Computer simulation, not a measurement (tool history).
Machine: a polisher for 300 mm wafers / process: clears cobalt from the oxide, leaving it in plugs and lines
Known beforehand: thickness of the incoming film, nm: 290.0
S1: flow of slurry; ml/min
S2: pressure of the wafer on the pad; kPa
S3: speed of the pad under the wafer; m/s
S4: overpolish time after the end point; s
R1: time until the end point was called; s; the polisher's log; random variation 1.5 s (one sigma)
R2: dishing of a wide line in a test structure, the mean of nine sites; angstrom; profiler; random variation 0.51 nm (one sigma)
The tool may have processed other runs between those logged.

run	hour	S1	S2	S3	S4	R1	R2
1	0	125	8.3	0.96	18	88.524	393.92
2	0.6	140	8.3	0.96	18	88.106	397.21
3	2.4	140	9.7	0.96	18	77.551	430.22
4	5.6	140	9.7	0.96	15	77.165	391.55
5	9.2	155	9.7	0.96	15	75.65	385.92
6	14.6	140	9.7	0.96	15	78.845	388.79
7	15.7	135	9.7	0.96	15	77.506	376.83

Estimate the outcome of run 8 from the log above:
8	20.2	135	9	0.96	15	?	?

{"run 8": {"R1": 81.46, "R2": 369.26}}

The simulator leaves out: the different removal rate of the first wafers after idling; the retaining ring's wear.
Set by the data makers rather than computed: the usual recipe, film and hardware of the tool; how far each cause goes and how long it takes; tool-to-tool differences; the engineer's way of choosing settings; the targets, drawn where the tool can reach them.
